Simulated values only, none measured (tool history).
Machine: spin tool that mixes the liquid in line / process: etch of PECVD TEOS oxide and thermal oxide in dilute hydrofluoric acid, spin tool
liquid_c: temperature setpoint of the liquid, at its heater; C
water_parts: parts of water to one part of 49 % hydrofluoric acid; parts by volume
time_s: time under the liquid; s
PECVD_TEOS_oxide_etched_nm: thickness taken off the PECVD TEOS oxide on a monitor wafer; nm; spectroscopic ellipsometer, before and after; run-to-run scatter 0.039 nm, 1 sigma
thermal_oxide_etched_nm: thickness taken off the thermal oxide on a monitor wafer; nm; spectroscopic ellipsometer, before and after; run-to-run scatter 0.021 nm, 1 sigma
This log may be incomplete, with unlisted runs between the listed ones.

{"run": 1, "hour": 0.0, "liquid_c": 22, "water_parts": 135, "time_s": 180, "PECVD_TEOS_oxide_etched_nm": 9.4289, "thermal_oxide_etched_nm": 5.7355}
{"run": 2, "hour": 1.3, "liquid_c": 21.5, "water_parts": 145, "time_s": 180, "PECVD_TEOS_oxide_etched_nm": 8.4004, "thermal_oxide_etched_nm": 5.2007}
{"run": 3, "hour": 1.9, "liquid_c": 19, "water_parts": 145, "time_s": 180, "PECVD_TEOS_oxide_etched_nm": 7.6069, "thermal_oxide_etched_nm": 4.7357}
{"run": 4, "hour": 8.0, "liquid_c": 19, "water_parts": 115, "time_s": 180, "PECVD_TEOS_oxide_etched_nm": 9.9805, "thermal_oxide_etched_nm": 6.1097}
{"run": 5, "hour": 9.5, "liquid_c": 19, "water_parts": 125, "time_s": 180, "PECVD_TEOS_oxide_etched_nm": 8.9894, "thermal_oxide_etched_nm": 5.5924}
{"run": 6, "hour": 14.6, "liquid_c": 19, "water_parts": 135, "time_s": 180, "PECVD_TEOS_oxide_etched_nm": 8.3504, "thermal_oxide_etched_nm": 5.1226}
{"run": 7, "hour": 21.0, "liquid_c": 18.5, "water_parts": 145, "time_s": 180, "PECVD_TEOS_oxide_etched_nm": 7.6636, "thermal_oxide_etched_nm": 4.6204}

Run 8 comes next. What will it give?
{"run": 8, "hour": 26.2, "liquid_c": 18.5, "water_parts": 155, "time_s": 180, "PECVD_TEOS_oxide_etched_nm": "?", "thermal_oxide_etched_nm": "?"}

{"run 8": {"PECVD_TEOS_oxide_etched_nm": 6.8536, "thermal_oxide_etched_nm": 4.215}}

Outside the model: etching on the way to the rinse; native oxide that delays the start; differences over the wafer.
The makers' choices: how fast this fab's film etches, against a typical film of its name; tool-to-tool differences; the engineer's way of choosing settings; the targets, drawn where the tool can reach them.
